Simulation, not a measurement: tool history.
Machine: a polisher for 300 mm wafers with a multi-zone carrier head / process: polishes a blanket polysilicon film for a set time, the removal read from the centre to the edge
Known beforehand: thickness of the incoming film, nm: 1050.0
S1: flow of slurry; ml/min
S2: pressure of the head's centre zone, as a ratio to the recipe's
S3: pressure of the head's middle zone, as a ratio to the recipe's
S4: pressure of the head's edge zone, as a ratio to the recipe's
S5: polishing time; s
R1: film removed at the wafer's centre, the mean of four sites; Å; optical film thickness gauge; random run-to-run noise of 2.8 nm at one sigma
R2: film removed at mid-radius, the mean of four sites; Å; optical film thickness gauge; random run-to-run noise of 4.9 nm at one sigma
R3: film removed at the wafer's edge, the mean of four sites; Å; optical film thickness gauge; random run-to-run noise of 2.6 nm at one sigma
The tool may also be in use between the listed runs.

run 1 hour=0.0 | S1=130 S2=1.00 S3=1.00 S4=1.00 S5=45 | R1=2469.9 R2=2407.8 R3=2453.7
run 2 hour=1.2 | S1=135 S2=0.99 S3=1.01 S4=1.03 S5=47 | R1=2593.7 R2=2512.7 R3=2590.4
run 3 hour=6.3 | S1=135 S2=0.97 S3=1.02 S4=1.05 S5=49 | R1=2620.9 R2=2648.9 R3=2764.1
run 4 hour=9.2 | S1=135 S2=0.97 S3=1.02 S4=1.09 S5=49 | R1=2621.4 R2=2603.6 R3=2798.1
run 5 hour=17.3 | S1=140 S2=0.97 S3=1.03 S4=1.10 S5=50 | R1=2709.9 R2=2736.3 R3=2832.4
run 6 hour=21.5 | S1=145 S2=0.96 S3=1.03 S4=1.11 S5=51 | R1=2743.2 R2=2759.8 R3=2954.5
run 7 hour=29.0 | S1=150 S2=0.96 S3=1.04 S4=1.12 S5=52 | R1=2777.4 R2=2933.9 R3=3045.6

Predict the results of run 8:
run 8 hour=33.5 | S1=155 S2=0.96 S3=1.04 S4=1.13 S5=53 | R1=? R2=? R3=?

{"run 8": {"R1": 2903.5, "R2": 2972.4, "R3": 3143.9}}

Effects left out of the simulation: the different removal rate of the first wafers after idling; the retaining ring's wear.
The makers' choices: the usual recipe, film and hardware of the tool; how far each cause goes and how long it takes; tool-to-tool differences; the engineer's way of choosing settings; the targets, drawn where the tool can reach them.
